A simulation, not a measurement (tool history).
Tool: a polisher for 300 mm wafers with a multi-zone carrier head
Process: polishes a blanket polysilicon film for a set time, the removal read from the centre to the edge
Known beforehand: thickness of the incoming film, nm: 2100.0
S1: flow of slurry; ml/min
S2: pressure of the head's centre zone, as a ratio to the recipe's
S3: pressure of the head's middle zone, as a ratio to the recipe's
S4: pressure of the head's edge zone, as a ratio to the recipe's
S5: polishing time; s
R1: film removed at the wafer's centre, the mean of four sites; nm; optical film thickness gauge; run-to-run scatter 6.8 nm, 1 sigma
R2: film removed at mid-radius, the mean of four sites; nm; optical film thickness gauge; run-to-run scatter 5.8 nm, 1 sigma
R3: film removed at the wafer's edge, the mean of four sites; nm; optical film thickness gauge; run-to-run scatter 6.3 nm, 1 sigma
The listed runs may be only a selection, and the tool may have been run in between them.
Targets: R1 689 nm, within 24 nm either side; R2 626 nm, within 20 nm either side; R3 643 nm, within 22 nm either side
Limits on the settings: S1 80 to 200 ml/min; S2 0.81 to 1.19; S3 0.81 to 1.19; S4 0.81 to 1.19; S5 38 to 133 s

run  hour   S1    S2    S3    S4   S5      R1      R2      R3
  1     0  130     1     1     1   85  545.86  552.01  529.12
  2   1.2  135  1.01     1  1.02   85  567.34  548.72   528.9
  3   9.2  160  1.01     1  1.02   85  579.89  564.28  546.14
  4  11.8  160  1.01     1  1.03   86  584.01  579.06  560.46
  5  13.1  160  1.01     1  1.03  107  729.92  719.02  691.74
  6  15.6  160  1.01     1  1.03  115  799.59  764.43  744.01
  7  24.2  155  1.01  0.99  1.02  115  787.64  755.05  737.55
  8  25.8  150  1.01  0.98  1.01  115  772.81  744.99  742.46
  9  33.1  145  1.02  0.98     1  114  777.58  733.46  732.08
 10  35.1  140  1.02  0.98     1  113  757.49  731.26  723.05
 11  37.5  140  1.02  0.98     1  112  767.69  712.06   708.2
 12  45.3  135  1.02  0.98  0.99  111  755.61  701.39  701.81
 13  53.8  135  1.02  0.98  0.98  110  731.74  706.38  682.75
 14    57  135  1.02  0.98  0.98  110  722.52  699.91  679.81
 15  64.4  130  1.02  0.97  0.98  110  720.49  684.91  674.09
 16  69.5  125  1.02  0.97  0.98  110  732.46  703.68  669.29
 17  76.6  125  1.02  0.96  0.98  110  735.73   678.4  676.34
 18  80.3  115     1  0.93  0.96  109   684.6  645.62  660.41
 19  84.6  115     1  0.93  0.96  109  676.87  656.41  653.19

Which one of the following 4 next-run settings gets every result inside its allowed miss? There is exactly one.
  A  88.9  105  0.99  0.96  0.92  116   ?   ?   ?
  B  88.9  110  1.04  0.95  1.02  105   ?   ?   ?
  C  88.9  115  0.98  0.96  0.98  112   ?   ?   ?
  D  88.9  140   0.9  0.88  0.96  114   ?   ?   ?

move      R1      R2      R3
   A  700.52  683.84  667.21
   B  675.33  622.12  639.49
   C  686.91  675.25  673.99
   D   673.3  681.73  700.55
A: the biggest miss grows against the last run
B: each result inside its tolerance
C: the biggest miss grows against the last run
D: the biggest miss grows against the last run
So the answer is move B, the one that meets all the targets.

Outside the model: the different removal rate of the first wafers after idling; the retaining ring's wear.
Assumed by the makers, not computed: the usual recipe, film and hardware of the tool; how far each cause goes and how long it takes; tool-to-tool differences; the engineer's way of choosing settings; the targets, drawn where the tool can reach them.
